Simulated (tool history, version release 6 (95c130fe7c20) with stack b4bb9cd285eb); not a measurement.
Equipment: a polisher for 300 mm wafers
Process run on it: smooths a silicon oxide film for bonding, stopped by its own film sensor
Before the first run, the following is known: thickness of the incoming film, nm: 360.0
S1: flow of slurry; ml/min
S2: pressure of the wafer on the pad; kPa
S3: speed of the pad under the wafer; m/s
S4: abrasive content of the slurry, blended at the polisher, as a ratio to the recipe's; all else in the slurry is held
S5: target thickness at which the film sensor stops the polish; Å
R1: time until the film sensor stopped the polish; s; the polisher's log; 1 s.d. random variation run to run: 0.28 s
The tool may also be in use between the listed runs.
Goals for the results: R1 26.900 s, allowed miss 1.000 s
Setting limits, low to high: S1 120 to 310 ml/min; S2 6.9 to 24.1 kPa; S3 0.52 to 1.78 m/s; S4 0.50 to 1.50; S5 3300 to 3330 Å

| run | hour | S1 | S2 | S3 | S4 | S5 | R1 |
|---|---|---|---|---|---|---|---|
| 1 | 0.0 | 200 | 15.2 | 1.14 | 1.00 | 3300 | 39.278 |
| 2 | 7.0 | 235 | 15.2 | 1.14 | 1.00 | 3300 | 38.522 |
| 3 | 13.6 | 235 | 17.9 | 1.14 | 1.00 | 3300 | 32.834 |
| 4 | 21.4 | 235 | 18.6 | 1.14 | 1.00 | 3300 | 31.314 |
| 5 | 22.2 | 235 | 18.6 | 1.14 | 0.90 | 3300 | 32.622 |
| 6 | 23.2 | 235 | 19.3 | 1.14 | 0.90 | 3300 | 31.188 |
| 7 | 27.7 | 235 | 20.0 | 1.14 | 0.90 | 3300 | 29.979 |
| 8 | 29.5 | 235 | 20.7 | 1.14 | 0.90 | 3300 | 29.418 |

5 candidate next runs follow, results not yet known. Just one meets every target within its allowed miss. Identify it.
| A | 31.3 | 200 | 18.6 | 1.64 | 1.15 | 3300 | ? |
| B | 31.3 | 235 | 20.0 | 1.12 | 0.90 | 3310 | ? |
| C | 31.3 | 260 | 22.1 | 1.12 | 0.90 | 3310 | ? |
| D | 31.3 | 220 | 20.7 | 1.00 | 0.95 | 3310 | ? |
| E | 31.3 | 190 | 17.2 | 1.02 | 1.25 | 3310 | ? |

| move | R1 |
|---|---|
| A | 24.028 |
| B | 29.421 |
| C | 26.516 |
| D | 29.853 |
| E | 32.294 |
A: moves the result that the last run missed by most past its target, out the other side
B: no better and no worse than the last run
C: hits every target within its allowed miss
D: lands further from the targets than the last run did
E: lands further from the targets than the last run did
Answer: C
